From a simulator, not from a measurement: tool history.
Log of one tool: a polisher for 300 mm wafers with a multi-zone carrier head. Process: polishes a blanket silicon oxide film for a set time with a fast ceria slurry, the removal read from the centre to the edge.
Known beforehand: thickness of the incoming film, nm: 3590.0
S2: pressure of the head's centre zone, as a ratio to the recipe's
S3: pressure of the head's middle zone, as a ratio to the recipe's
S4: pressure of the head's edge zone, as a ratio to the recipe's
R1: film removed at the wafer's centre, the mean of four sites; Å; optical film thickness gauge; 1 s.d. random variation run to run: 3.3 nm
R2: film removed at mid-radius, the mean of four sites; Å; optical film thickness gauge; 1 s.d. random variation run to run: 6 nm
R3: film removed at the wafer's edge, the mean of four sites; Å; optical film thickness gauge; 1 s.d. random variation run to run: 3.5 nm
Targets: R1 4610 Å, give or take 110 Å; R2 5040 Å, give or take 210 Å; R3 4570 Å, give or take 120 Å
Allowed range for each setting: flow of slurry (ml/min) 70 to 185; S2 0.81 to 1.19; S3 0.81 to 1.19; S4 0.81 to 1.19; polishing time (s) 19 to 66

run 1 hour=0 | flow_of_slurry_(ml/min)=120 S2=1 S3=1 S4=1 polishing_time_(s)=42 | R1=3418.7 R2=3470.7 R3=3364
run 2 hour=6.5 | flow_of_slurry_(ml/min)=120 S2=1 S3=1.09 S4=1 polishing_time_(s)=42 | R1=3400.9 R2=3732 R3=3353.1
run 3 hour=15.1 | flow_of_slurry_(ml/min)=130 S2=1.01 S3=1.11 S4=1.04 polishing_time_(s)=44 | R1=3728.7 R2=4037.9 R3=3604.1
run 4 hour=23.4 | flow_of_slurry_(ml/min)=130 S2=1.01 S3=1.11 S4=1.04 polishing_time_(s)=34 | R1=2847.6 R2=3094.3 R3=2786.5
-- hour=28.3 edge zone pressure recalibrated
run 5 hour=28.3 | flow_of_slurry_(ml/min)=130 S2=1.01 S3=1.11 S4=1.04 polishing_time_(s)=24 | R1=1997.9 R2=2181.4 R3=2033.9
run 6 hour=34.6 | flow_of_slurry_(ml/min)=130 S2=1.01 S3=1.19 S4=1.04 polishing_time_(s)=24 | R1=1984.2 R2=2312.8 R3=2041.3
run 7 hour=38.7 | flow_of_slurry_(ml/min)=135 S2=1.01 S3=1.18 S4=1.08 polishing_time_(s)=30 | R1=2547.9 R2=2875.7 R3=2579.4
run 8 hour=45.7 | flow_of_slurry_(ml/min)=165 S2=0.99 S3=1.19 S4=1.18 polishing_time_(s)=42 | R1=3647.2 R2=4275.1 R3=3849
run 9 hour=49.9 | flow_of_slurry_(ml/min)=165 S2=0.99 S3=1.19 S4=1.18 polishing_time_(s)=42 | R1=3668.1 R2=4277.7 R3=3867.6
run 10 hour=50.9 | flow_of_slurry_(ml/min)=165 S2=1 S3=1.19 S4=1.18 polishing_time_(s)=44 | R1=3822.9 R2=4483 R3=4097.4
run 11 hour=58.1 | flow_of_slurry_(ml/min)=170 S2=1.02 S3=1.19 S4=1.17 polishing_time_(s)=45 | R1=4021.2 R2=4561.4 R3=4126.2
run 12 hour=64.8 | flow_of_slurry_(ml/min)=170 S2=1.03 S3=1.19 S4=1.17 polishing_time_(s)=46 | R1=4113.2 R2=4575.7 R3=4296
run 13 hour=67.7 | flow_of_slurry_(ml/min)=175 S2=1.03 S3=1.19 S4=1.15 polishing_time_(s)=47 | R1=4315 R2=4831.4 R3=4315.8

Which single option among these 4 for the next run brings every result within its allowed miss of target? Just one does.
run A hour=70.6 | flow_of_slurry_(ml/min)=185 S2=1.1 S3=1.11 S4=1.14 polishing_time_(s)=47 | R1=? R2=? R3=?
run B hour=70.6 | flow_of_slurry_(ml/min)=185 S2=1 S3=1.12 S4=1.05 polishing_time_(s)=52 | R1=? R2=? R3=?
run C hour=70.6 | flow_of_slurry_(ml/min)=185 S2=1.03 S3=1.19 S4=0.9 polishing_time_(s)=53 | R1=? R2=? R3=?
run D hour=70.6 | flow_of_slurry_(ml/min)=175 S2=0.91 S3=1.19 S4=1.15 polishing_time_(s)=51 | R1=? R2=? R3=?

move=A R1=4610.6 R2=4480.2 R3=4302.9
move=B R1=4634.4 R2=4997.3 R3=4566.6
move=C R1=4868.6 R2=5359.7 R3=4321
move=D R1=4096.8 R2=5116.3 R3=4657.1
A: corrects the largest miss of the last run, while another result sits out of spec
B: every result within its allowed miss
C: takes the biggest miss from the last run beyond its target
D: lands further from the targets than the last run did
The move that meets every target is B.
